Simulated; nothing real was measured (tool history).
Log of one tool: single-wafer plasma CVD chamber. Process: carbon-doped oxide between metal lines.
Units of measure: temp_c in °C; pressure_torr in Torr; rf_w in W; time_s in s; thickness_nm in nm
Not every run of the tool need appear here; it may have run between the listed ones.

run 1 hour=0 | temp_c=325 pressure_torr=5.44 rf_w=405 time_s=15.9 | thickness_nm=79.93
run 2 hour=5.4 | temp_c=325 pressure_torr=4.49 rf_w=405 time_s=15.9 | thickness_nm=77.196
run 3 hour=6.7 | temp_c=327 pressure_torr=4.23 rf_w=385 time_s=15.8 | thickness_nm=73.717
run 4 hour=15.1 | temp_c=328 pressure_torr=4.07 rf_w=365 time_s=15.7 | thickness_nm=69.739
run 5 hour=21 | temp_c=330 pressure_torr=3.9 rf_w=355 time_s=15.6 | thickness_nm=66.86
run 6 hour=26.9 | temp_c=325 pressure_torr=3.9 rf_w=355 time_s=15.6 | thickness_nm=67.707
run 7 hour=31.3 | temp_c=325 pressure_torr=3.79 rf_w=345 time_s=15.6 | thickness_nm=67.456
run 8 hour=33.2 | temp_c=328 pressure_torr=3.65 rf_w=340 time_s=15.6 | thickness_nm=65.531

Estimate the outcome of run 9 from the log above:
run 9 hour=38.2 | temp_c=329 pressure_torr=3.55 rf_w=335 time_s=15.6 | thickness_nm=?

thickness_nm: 63.838 nm
